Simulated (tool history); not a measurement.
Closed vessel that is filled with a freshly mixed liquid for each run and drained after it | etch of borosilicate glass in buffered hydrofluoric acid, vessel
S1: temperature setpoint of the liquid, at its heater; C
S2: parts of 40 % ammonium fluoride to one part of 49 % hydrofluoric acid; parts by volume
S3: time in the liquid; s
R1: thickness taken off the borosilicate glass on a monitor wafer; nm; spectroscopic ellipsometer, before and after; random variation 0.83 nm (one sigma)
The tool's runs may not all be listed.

| run | hour | S1 | S2 | S3 | R1 |
|---|---|---|---|---|---|
| 1 | 0 | 21 | 11 | 95 | 90.163 |
| 2 | 7.1 | 21 | 11 | 105 | 101.93 |
| 3 | 9.5 | 21 | 11 | 95 | 90.845 |
| 4 | 18.1 | 21.5 | 11 | 95 | 92.708 |
| 5 | 22.6 | 21.5 | 13.5 | 95 | 76.645 |
| 6 | 27.5 | 21.5 | 13.5 | 95 | 75.647 |

The next listed run, before its measurement:
| 7 | 32.5 | 25.5 | 13.5 | 95 | ? |

R1: 95.96 nm
